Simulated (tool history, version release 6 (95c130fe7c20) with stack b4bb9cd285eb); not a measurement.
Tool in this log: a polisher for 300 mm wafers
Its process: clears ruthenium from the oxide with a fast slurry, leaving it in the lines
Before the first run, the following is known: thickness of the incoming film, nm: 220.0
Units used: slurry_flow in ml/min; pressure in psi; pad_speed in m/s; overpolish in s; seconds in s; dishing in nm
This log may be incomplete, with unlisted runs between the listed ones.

Run 1, day 0: slurry_flow 205 ml/min, pressure 2.3 psi, pad_speed 1.3 m/s, slurry_solids 1, overpolish 29 s. Result: seconds 48.832 s, dishing 96.748 nm.
Run 2, day 0.175: slurry_flow 205 ml/min, pressure 2.8 psi, pad_speed 1.3 m/s, slurry_solids 1, overpolish 29 s. Result: seconds 41.065 s, dishing 108.94 nm.
Run 3, day 0.35: slurry_flow 205 ml/min, pressure 2.7 psi, pad_speed 1.3 m/s, slurry_solids 1, overpolish 31 s. Result: seconds 41.948 s, dishing 112.12 nm.
Run 4, day 0.467: slurry_flow 205 ml/min, pressure 2.7 psi, pad_speed 1.44 m/s, slurry_solids 1, overpolish 31 s. Result: seconds 39.404 s, dishing 120.17 nm.
Run 5, day 0.742: slurry_flow 205 ml/min, pressure 2.6 psi, pad_speed 1.44 m/s, slurry_solids 1, overpolish 33 s. Result: seconds 40.887 s, dishing 119.84 nm.
Run 6, day 0.912: slurry_flow 205 ml/min, pressure 2.5 psi, pad_speed 1.44 m/s, slurry_solids 1, overpolish 35 s. Result: seconds 41.392 s, dishing 122.11 nm.
Run 7, day 0.971: slurry_flow 205 ml/min, pressure 2.4 psi, pad_speed 1.44 m/s, slurry_solids 1, overpolish 37 s. Result: seconds 43.326 s, dishing 128.85 nm.

What will run 8 give?
Run 8, day 1.142: slurry_flow 205 ml/min, pressure 2.3 psi, pad_speed 1.44 m/s, slurry_solids 1, overpolish 38 s. Result: seconds ?, dishing ?.

Run 8 measured seconds 45.43 s, dishing 123.11 nm.

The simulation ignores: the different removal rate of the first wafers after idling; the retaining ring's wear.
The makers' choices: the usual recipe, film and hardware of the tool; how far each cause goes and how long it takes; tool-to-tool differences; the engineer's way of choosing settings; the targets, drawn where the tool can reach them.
